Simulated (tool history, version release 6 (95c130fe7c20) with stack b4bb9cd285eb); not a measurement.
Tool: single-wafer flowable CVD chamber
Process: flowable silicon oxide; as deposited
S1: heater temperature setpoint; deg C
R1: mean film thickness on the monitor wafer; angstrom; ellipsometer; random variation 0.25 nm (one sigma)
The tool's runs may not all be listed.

run 1 hour=0 | S1=90 chamber_pressure_(mTorr)=847 RF_power_(W)=1580 deposition_time_(s)=292 | R1=2629.3
run 2 hour=8.1 | S1=90 chamber_pressure_(mTorr)=925 RF_power_(W)=1580 deposition_time_(s)=292 | R1=2876.4
run 3 hour=13.7 | S1=95 chamber_pressure_(mTorr)=864 RF_power_(W)=1565 deposition_time_(s)=291 | R1=2308.5
run 4 hour=14.9 | S1=95 chamber_pressure_(mTorr)=864 RF_power_(W)=1565 deposition_time_(s)=292 | R1=2322.1
run 5 hour=19.4 | S1=95 chamber_pressure_(mTorr)=777 RF_power_(W)=1565 deposition_time_(s)=292 | R1=2094.9
run 6 hour=22 | S1=99 chamber_pressure_(mTorr)=732 RF_power_(W)=1555 deposition_time_(s)=292 | R1=1761.2
run 7 hour=26.4 | S1=102 chamber_pressure_(mTorr)=698 RF_power_(W)=1545 deposition_time_(s)=292 | R1=1541.5
run 8 hour=35.2 | S1=105 chamber_pressure_(mTorr)=673 RF_power_(W)=1540 deposition_time_(s)=292 | R1=1353.3
run 9 hour=38.3 | S1=107 chamber_pressure_(mTorr)=658 RF_power_(W)=1535 deposition_time_(s)=292 | R1=1256.9
run 10 hour=45.5 | S1=109 chamber_pressure_(mTorr)=644 RF_power_(W)=1530 deposition_time_(s)=292 | R1=1161.3
run 11 hour=48.1 | S1=110 chamber_pressure_(mTorr)=634 RF_power_(W)=1530 deposition_time_(s)=292 | R1=1112.1
run 12 hour=49 | S1=111 chamber_pressure_(mTorr)=627 RF_power_(W)=1530 deposition_time_(s)=292 | R1=1063.8

The next listed run, before its measurement:
run 13 hour=56 | S1=112 chamber_pressure_(mTorr)=622 RF_power_(W)=1530 deposition_time_(s)=292 | R1=?

Run 13 gave R1 1020.9 angstrom.
